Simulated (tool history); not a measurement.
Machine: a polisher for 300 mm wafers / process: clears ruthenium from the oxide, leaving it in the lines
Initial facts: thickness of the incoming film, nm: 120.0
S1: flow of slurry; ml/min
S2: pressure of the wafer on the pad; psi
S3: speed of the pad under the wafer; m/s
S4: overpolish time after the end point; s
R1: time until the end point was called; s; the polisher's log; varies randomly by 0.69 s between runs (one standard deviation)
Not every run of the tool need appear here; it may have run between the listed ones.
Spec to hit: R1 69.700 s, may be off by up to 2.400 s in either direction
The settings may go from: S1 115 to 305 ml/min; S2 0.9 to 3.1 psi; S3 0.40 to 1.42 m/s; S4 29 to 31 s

{"run": 1, "hour": 0.0, "S1": 195, "S2": 2.0, "S3": 0.9, "S4": 29, "R1": 114.65}
{"run": 2, "hour": 2.2, "S1": 195, "S2": 2.0, "S3": 0.76, "S4": 29, "R1": 136.92}
{"run": 3, "hour": 9.1, "S1": 165, "S2": 2.0, "S3": 0.76, "S4": 29, "R1": 140.02}
{"run": 4, "hour": 9.7, "S1": 170, "S2": 2.1, "S3": 0.78, "S4": 29, "R1": 129.76}
{"run": 5, "hour": 16.8, "S1": 130, "S2": 2.1, "S3": 0.78, "S4": 29, "R1": 133.71}
{"run": 6, "hour": 23.6, "S1": 130, "S2": 2.1, "S3": 0.58, "S4": 29, "R1": 183.18}
{"run": 7, "hour": 27.4, "S1": 140, "S2": 2.2, "S3": 0.62, "S4": 29, "R1": 158.82}
{"run": 8, "hour": 31.8, "S1": 150, "S2": 2.3, "S3": 0.64, "S4": 29, "R1": 146.42}
{"run": 9, "hour": 39.0, "S1": 155, "S2": 2.4, "S3": 0.66, "S4": 29, "R1": 133.95}
{"run": 10, "hour": 43.6, "S1": 160, "S2": 2.5, "S3": 0.68, "S4": 29, "R1": 127.32}

Consider the 4 candidate settings below. Which is the only one whose results all fall within their allowed miss of target?
{"run": "A", "hour": 48.2, "S1": 135, "S2": 3.1, "S3": 1.36, "S4": 31, "R1": "?"}
{"run": "B", "hour": 48.2, "S1": 130, "S2": 3.1, "S3": 1.04, "S4": 31, "R1": "?"}
{"run": "C", "hour": 48.2, "S1": 125, "S2": 2.0, "S3": 1.08, "S4": 31, "R1": "?"}
{"run": "D", "hour": 48.2, "S1": 185, "S2": 2.8, "S3": 0.78, "S4": 29, "R1": "?"}

move=A R1=52.993
move=B R1=69.338
move=C R1=103.230
move=D R1=95.792
A: the result that was furthest off in the last run now lies on the other side of its target
B: meets every target
C: moves toward the targets from the last run without getting all of them in spec
D: moves toward the targets from the last run without getting all of them in spec
Correct choice: B, which meets every target

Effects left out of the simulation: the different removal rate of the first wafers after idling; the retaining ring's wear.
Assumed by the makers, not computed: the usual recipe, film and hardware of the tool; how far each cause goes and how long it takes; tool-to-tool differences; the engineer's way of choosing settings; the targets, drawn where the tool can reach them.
